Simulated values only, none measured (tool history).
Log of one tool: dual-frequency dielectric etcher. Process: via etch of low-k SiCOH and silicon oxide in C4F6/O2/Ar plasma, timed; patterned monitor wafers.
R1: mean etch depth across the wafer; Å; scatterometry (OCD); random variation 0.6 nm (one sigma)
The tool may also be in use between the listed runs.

{"run": 1, "hour": 0.0, "source power (kW)": 0.47, "bias power (kW)": 0.148, "etch time (s)": 65.5, "R1": 1561.6}
{"run": 2, "hour": 6.5, "source power (kW)": 0.5, "bias power (kW)": 0.148, "etch time (s)": 65.5, "R1": 1596.9}
{"run": 3, "hour": 10.0, "source power (kW)": 0.5, "bias power (kW)": 0.148, "etch time (s)": 68.5, "R1": 1674.2}
{"run": 4, "hour": 18.2, "source power (kW)": 0.46, "bias power (kW)": 0.144, "etch time (s)": 68.5, "R1": 1597.5}
{"run": 5, "hour": 25.0, "source power (kW)": 0.46, "bias power (kW)": 0.144, "etch time (s)": 68.5, "R1": 1598.3}
{"run": 6, "hour": 33.9, "source power (kW)": 0.46, "bias power (kW)": 0.144, "etch time (s)": 65.5, "R1": 1537.9}
{"run": 7, "hour": 41.0, "source power (kW)": 0.44, "bias power (kW)": 0.143, "etch time (s)": 65.5, "R1": 1496.1}
{"run": 8, "hour": 42.6, "source power (kW)": 0.43, "bias power (kW)": 0.143, "etch time (s)": 65.5, "R1": 1488.3}
{"run": 9, "hour": 45.6, "source power (kW)": 0.42, "bias power (kW)": 0.143, "etch time (s)": 65.5, "R1": 1468.3}

Run 10 comes next. What will it give?
{"run": 10, "hour": 46.8, "source power (kW)": 0.41, "bias power (kW)": 0.143, "etch time (s)": 65.5, "R1": "?"}

R1: 1459.3 Å
